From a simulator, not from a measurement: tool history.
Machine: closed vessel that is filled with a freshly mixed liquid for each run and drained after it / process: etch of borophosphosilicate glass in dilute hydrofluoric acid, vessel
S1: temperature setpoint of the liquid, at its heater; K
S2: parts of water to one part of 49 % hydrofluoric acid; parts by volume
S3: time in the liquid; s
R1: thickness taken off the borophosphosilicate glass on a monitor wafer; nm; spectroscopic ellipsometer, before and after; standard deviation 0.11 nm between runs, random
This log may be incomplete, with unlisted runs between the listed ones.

run	day	S1	S2	S3	R1
1	0.000	297.15	165	30	8.0783
2	0.117	298.65	160	30	9.0448
3	0.292	298.65	160	30	9.0334
4	0.638	300.15	160	30	9.4409
5	0.921	301.15	155	30	10.1670
6	0.971	302.15	155	30	10.5970
7	1.154	302.65	155	30	10.6580

The next listed run, before its measurement:
8	1.246	303.15	155	30	?

{"run 8": {"R1": 11.045}}

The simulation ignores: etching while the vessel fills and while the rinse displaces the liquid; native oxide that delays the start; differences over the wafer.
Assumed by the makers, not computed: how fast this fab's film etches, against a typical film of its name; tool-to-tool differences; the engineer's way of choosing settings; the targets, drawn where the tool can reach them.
